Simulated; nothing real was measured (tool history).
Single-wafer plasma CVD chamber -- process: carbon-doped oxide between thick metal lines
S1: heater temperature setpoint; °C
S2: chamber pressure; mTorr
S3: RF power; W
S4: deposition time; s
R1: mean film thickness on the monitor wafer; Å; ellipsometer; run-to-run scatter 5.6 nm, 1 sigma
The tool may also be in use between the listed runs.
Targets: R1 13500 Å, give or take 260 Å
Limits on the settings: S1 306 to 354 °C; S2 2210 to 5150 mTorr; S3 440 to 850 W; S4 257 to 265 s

| run | hour | S1 | S2 | S3 | S4 | R1 |
|---|---|---|---|---|---|---|
| 1 | 0 | 330 | 3680 | 645 | 257 | 16195 |
| 2 | 5.2 | 330 | 3100 | 645 | 257 | 15712 |
| 3 | 11.1 | 333 | 2930 | 630 | 257 | 15186 |
| 4 | 12.8 | 333 | 2520 | 630 | 257 | 15048 |
| 5 | 14.4 | 340 | 2520 | 630 | 257 | 14745 |
| 6 | 17.5 | 341 | 2460 | 620 | 257 | 14589 |
| 7 | 22.1 | 342 | 2410 | 610 | 257 | 14483 |
| 8 | 29.5 | 343 | 2370 | 595 | 257 | 14155 |
|  | 34.6 | capacitance manometer re-zeroed and calibrated |
| 9 | 34.6 | 344 | 2340 | 590 | 257 | 14050 |
| 10 | 40.6 | 345 | 2310 | 585 | 257 | 13784 |
| 11 | 48.8 | 346 | 2290 | 585 | 257 | 13786 |

Which one of the following 4 next-run settings gets every result inside its allowed miss? There is exactly one.
| A | 57 | 344 | 2500 | 525 | 265 | ? |
| B | 57 | 347 | 2260 | 540 | 257 | ? |
| C | 57 | 341 | 2210 | 510 | 257 | ? |
| D | 57 | 349 | 2210 | 535 | 257 | ? |

| move | R1 |
|---|---|
| A | 13345 |
| B | 12990 |
| C | 12699 |
| D | 12835 |
A: in spec on every target
B: takes the result that was furthest off past its target
C: takes the result that was furthest off past its target
D: takes the result that was furthest off past its target
Answer: A
